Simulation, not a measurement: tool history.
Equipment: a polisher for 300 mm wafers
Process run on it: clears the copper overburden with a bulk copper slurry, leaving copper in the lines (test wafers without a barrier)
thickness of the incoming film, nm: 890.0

| run | hour | flow of slurry (ml/min) | pressure of the wafer on the pad (psi) | speed of the pad under the wafer (m/s) | abrasive content of the slurry | overpolish time after the end point (s) | time until the end point was called (s) | dishing of a wide line in a test structure (nm) |
|---|---|---|---|---|---|---|---|---|
| 1 | 0.0 | 225 | 2.4 | 1.18 | 1.00 | 13 | 111.13 | 60.870 |
| 2 | 7.5 | 225 | 2.4 | 1.18 | 1.00 | 9 | 108.22 | 46.865 |
| 3 | 10.9 | 225 | 2.4 | 1.18 | 1.00 | 6 | 111.33 | 32.462 |
| 4 | 17.7 | 225 | 2.4 | 1.18 | 1.15 | 6 | 104.82 | 33.998 |
| 5 | 23.5 | 225 | 1.9 | 1.18 | 1.15 | 6 | 132.75 | 28.594 |
| 6 | 31.6 | 225 | 1.9 | 0.94 | 1.15 | 6 | 161.99 | 22.443 |

The next listed run, before its measurement:
| 7 | 39.7 | 230 | 2.5 | 0.98 | 1.15 | 9 | ? | ? |

time until the end point was called (s): 119.30
dishing of a wide line in a test structure (nm): 40.943
